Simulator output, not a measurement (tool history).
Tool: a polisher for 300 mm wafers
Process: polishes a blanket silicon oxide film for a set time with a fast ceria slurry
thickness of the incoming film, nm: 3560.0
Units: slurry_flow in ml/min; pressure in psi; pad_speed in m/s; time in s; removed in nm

run 1 hour=0.0 | slurry_flow=260 pressure=2.2 pad_speed=0.84 time=39 | removed=489.65
run 2 hour=5.7 | slurry_flow=260 pressure=2.4 pad_speed=0.86 time=39 | removed=542.13
run 3 hour=14.2 | slurry_flow=260 pressure=2.4 pad_speed=0.70 time=39 | removed=440.05
run 4 hour=17.9 | slurry_flow=260 pressure=2.4 pad_speed=0.60 time=39 | removed=381.14
run 5 hour=26.3 | slurry_flow=260 pressure=2.4 pad_speed=0.50 time=39 | removed=317.39
run 6 hour=33.7 | slurry_flow=260 pressure=2.4 pad_speed=0.50 time=39 | removed=318.13
run 7 hour=37.7 | slurry_flow=260 pressure=2.5 pad_speed=0.56 time=39 | removed=375.92
run 8 hour=44.9 | slurry_flow=260 pressure=2.6 pad_speed=0.60 time=39 | removed=406.23
run 9 hour=53.4 | slurry_flow=260 pressure=2.7 pad_speed=0.64 time=39 | removed=453.86

Forecast run 10:
run 10 hour=57.4 | slurry_flow=260 pressure=2.8 pad_speed=0.68 time=39 | removed=?

{"run 10": {"removed": 491.36}}
